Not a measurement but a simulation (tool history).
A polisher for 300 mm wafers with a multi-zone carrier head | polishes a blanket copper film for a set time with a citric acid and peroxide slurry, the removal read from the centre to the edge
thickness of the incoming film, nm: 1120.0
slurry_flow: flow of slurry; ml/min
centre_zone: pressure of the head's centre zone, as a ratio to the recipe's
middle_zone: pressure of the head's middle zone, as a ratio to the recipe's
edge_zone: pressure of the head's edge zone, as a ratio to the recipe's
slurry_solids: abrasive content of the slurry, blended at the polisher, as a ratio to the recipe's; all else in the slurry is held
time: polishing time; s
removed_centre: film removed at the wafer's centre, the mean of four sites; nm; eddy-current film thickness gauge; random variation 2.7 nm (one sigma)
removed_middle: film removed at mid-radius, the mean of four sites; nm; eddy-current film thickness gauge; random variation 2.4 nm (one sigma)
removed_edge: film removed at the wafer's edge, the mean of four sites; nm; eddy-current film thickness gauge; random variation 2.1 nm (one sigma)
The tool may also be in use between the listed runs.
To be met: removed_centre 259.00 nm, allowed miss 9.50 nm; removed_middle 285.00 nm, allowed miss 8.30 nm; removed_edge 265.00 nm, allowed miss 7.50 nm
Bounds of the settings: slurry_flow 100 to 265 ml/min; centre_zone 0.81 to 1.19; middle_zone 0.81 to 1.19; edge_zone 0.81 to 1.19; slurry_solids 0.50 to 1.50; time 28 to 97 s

run,day,slurry_flow,centre_zone,middle_zone,edge_zone,slurry_solids,time,removed_centre,removed_middle,removed_edge
1,0.000,170,1.00,1.00,1.00,1.00,62,197.93,201.16,198.62
2,0.200,170,1.06,1.00,1.00,1.00,62,209.78,199.22,201.39
3,0.471,185,1.06,1.05,1.05,1.15,63,223.11,223.93,216.00
4,0.692,215,1.06,1.05,1.05,1.15,63,229.98,225.63,216.70
5,0.862,245,1.06,1.05,1.05,1.15,63,241.16,232.45,223.93
6,1.033,245,1.04,1.07,1.08,1.25,65,243.05,248.11,239.60
7,1.175,250,1.05,1.10,1.10,1.35,65,250.23,259.74,243.82
8,1.233,250,1.05,1.11,1.12,1.40,66,258.99,265.95,250.71
9,1.438,250,1.05,1.11,1.12,1.40,66,255.12,266.13,249.13
10,1.746,250,1.04,1.12,1.13,1.45,67,254.61,275.88,259.02
11,1.867,255,1.04,1.13,1.13,1.45,67,255.98,274.77,258.04

5 next moves are on the table. One of them brings every result within its allowed miss. Which?
A,1.988,185,1.06,1.13,1.19,1.50,68,?,?,?
B,1.988,255,1.03,1.18,1.08,1.45,67,?,?,?
C,1.988,260,1.04,1.17,1.18,1.50,64,?,?,?
D,1.988,235,1.04,1.16,1.16,1.45,68,?,?,?
E,1.988,200,0.99,1.18,1.08,1.45,69,?,?,?

move,removed_centre,removed_middle,removed_edge
A,258.93,269.00,261.50
B,258.95,285.94,251.62
C,252.15,273.60,253.74
D,262.41,283.05,262.93
E,247.08,285.06,252.86
A: further off than the last run
B: brings the result that was furthest off to its target, and leaves another outside
C: further off than the last run
D: meets every target
E: brings the result that was furthest off to its target, and leaves another outside
The right move is D.
